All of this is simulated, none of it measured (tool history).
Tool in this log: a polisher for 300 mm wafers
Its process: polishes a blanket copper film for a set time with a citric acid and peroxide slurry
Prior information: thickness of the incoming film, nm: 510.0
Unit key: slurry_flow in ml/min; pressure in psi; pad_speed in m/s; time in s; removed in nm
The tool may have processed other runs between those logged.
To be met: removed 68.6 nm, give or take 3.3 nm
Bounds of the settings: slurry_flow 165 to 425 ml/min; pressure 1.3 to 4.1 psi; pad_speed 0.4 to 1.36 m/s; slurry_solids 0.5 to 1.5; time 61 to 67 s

{"run": 1, "day": 0.0, "slurry_flow": 275, "pressure": 2.7, "pad_speed": 0.88, "slurry_solids": 1, "time": 67, "removed": 109.93}
{"run": 2, "day": 0.221, "slurry_flow": 275, "pressure": 2.7, "pad_speed": 1.06, "slurry_solids": 1, "time": 67, "removed": 124.41}
{"run": 3, "day": 0.25, "slurry_flow": 275, "pressure": 2.4, "pad_speed": 1.04, "slurry_solids": 1, "time": 67, "removed": 111.44}
{"run": 4, "day": 0.617, "slurry_flow": 275, "pressure": 2.9, "pad_speed": 1.04, "slurry_solids": 1, "time": 67, "removed": 132.34}
{"run": 5, "day": 0.938, "slurry_flow": 275, "pressure": 2.6, "pad_speed": 1, "slurry_solids": 1, "time": 67, "removed": 114.88}
{"run": 6, "day": 0.988, "slurry_flow": 320, "pressure": 2.6, "pad_speed": 1, "slurry_solids": 1, "time": 67, "removed": 116.72}
{"run": 7, "day": 1.321, "slurry_flow": 320, "pressure": 2.4, "pad_speed": 0.98, "slurry_solids": 1, "time": 67, "removed": 104.27}
{"run": 8, "day": 1.379, "slurry_flow": 320, "pressure": 2.2, "pad_speed": 0.98, "slurry_solids": 1, "time": 67, "removed": 97.355}
{"run": 9, "day": 1.412, "slurry_flow": 320, "pressure": 2, "pad_speed": 0.98, "slurry_solids": 1, "time": 67, "removed": 87.9}
{"run": 10, "day": 1.504, "slurry_flow": 320, "pressure": 1.9, "pad_speed": 0.98, "slurry_solids": 1, "time": 67, "removed": 83.949}
{"run": 11, "day": 1.621, "slurry_flow": 320, "pressure": 1.8, "pad_speed": 0.98, "slurry_solids": 1, "time": 67, "removed": 79.941}
{"run": 12, "day": 1.925, "slurry_flow": 320, "pressure": 1.7, "pad_speed": 0.98, "slurry_solids": 1, "time": 67, "removed": 76.57}

Next run, 4 choices. One meets every target within its allowed miss, the rest don't. Which?
{"run": "A", "day": 2.229, "slurry_flow": 400, "pressure": 1.7, "pad_speed": 0.86, "slurry_solids": 1.05, "time": 65, "removed": "?"}
{"run": "B", "day": 2.229, "slurry_flow": 365, "pressure": 1.7, "pad_speed": 1.26, "slurry_solids": 0.7, "time": 66, "removed": "?"}
{"run": "C", "day": 2.229, "slurry_flow": 310, "pressure": 2, "pad_speed": 0.94, "slurry_solids": 1.05, "time": 64, "removed": "?"}
{"run": "D", "day": 2.229, "slurry_flow": 330, "pressure": 2.2, "pad_speed": 0.74, "slurry_solids": 1.1, "time": 67, "removed": "?"}

move=A removed=67.101
move=B removed=87.078
move=C removed=81.894
move=D removed=77.72
A: every result within its allowed miss
B: lands further from the targets than the last run did
C: lands further from the targets than the last run did
D: lands further from the targets than the last run did
Go with A: it meets all targets.

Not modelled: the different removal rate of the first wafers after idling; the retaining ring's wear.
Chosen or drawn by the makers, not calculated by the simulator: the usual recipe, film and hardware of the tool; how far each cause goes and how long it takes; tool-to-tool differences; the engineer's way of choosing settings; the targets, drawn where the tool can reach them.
